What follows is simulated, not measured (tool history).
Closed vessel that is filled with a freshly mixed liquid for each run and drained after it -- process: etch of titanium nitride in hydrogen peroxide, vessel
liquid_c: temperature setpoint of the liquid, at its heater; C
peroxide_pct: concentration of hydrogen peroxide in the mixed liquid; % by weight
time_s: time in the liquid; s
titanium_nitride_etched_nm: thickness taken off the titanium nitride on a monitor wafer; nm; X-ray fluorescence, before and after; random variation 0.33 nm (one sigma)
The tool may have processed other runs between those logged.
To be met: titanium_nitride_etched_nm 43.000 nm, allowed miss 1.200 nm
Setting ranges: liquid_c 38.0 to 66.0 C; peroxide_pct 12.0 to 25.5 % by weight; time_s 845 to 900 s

Run 1, hour 0.0: liquid_c 54.0 C, peroxide_pct 17.5 % by weight, time_s 845 s. Result: titanium_nitride_etched_nm 28.724 nm.
Run 2, hour 2.2: liquid_c 55.0 C, peroxide_pct 17.5 % by weight, time_s 845 s. Result: titanium_nitride_etched_nm 30.814 nm.
Run 3, hour 8.2: liquid_c 55.5 C, peroxide_pct 17.5 % by weight, time_s 845 s. Result: titanium_nitride_etched_nm 32.251 nm.
Run 4, hour 13.6: liquid_c 56.0 C, peroxide_pct 17.5 % by weight, time_s 845 s. Result: titanium_nitride_etched_nm 33.044 nm.
Run 5, hour 16.5: liquid_c 56.0 C, peroxide_pct 17.5 % by weight, time_s 900 s. Result: titanium_nitride_etched_nm 35.114 nm.
Run 6, hour 19.6: liquid_c 56.0 C, peroxide_pct 17.5 % by weight, time_s 900 s. Result: titanium_nitride_etched_nm 34.646 nm.
Run 7, hour 27.7: liquid_c 56.5 C, peroxide_pct 17.5 % by weight, time_s 900 s. Result: titanium_nitride_etched_nm 36.019 nm.
Run 8, hour 30.5: liquid_c 57.0 C, peroxide_pct 17.5 % by weight, time_s 900 s. Result: titanium_nitride_etched_nm 37.258 nm.
Run 9, hour 31.3: liquid_c 59.5 C, peroxide_pct 17.5 % by weight, time_s 900 s. Result: titanium_nitride_etched_nm 45.331 nm.

4 next moves are on the table. One of them brings every result within its allowed miss. Which?
Run A, hour 32.1: liquid_c 59.5 C, peroxide_pct 17.5 % by weight, time_s 870 s. Result: titanium_nitride_etched_nm ?.
Run B, hour 32.1: liquid_c 62.0 C, peroxide_pct 18.0 % by weight, time_s 900 s. Result: titanium_nitride_etched_nm ?.
Run C, hour 32.1: liquid_c 60.0 C, peroxide_pct 17.0 % by weight, time_s 900 s. Result: titanium_nitride_etched_nm ?.
Run D, hour 32.1: liquid_c 62.0 C, peroxide_pct 15.5 % by weight, time_s 870 s. Result: titanium_nitride_etched_nm ?.

move  titanium_nitride_etched_nm
   A                      43.175
   B                      53.213
   C                      45.927
   D                      49.836
A: hits every target within its allowed miss
B: moves away from the targets compared with the last run
C: moves away from the targets compared with the last run
D: moves away from the targets compared with the last run
Go with A: it meets all targets.

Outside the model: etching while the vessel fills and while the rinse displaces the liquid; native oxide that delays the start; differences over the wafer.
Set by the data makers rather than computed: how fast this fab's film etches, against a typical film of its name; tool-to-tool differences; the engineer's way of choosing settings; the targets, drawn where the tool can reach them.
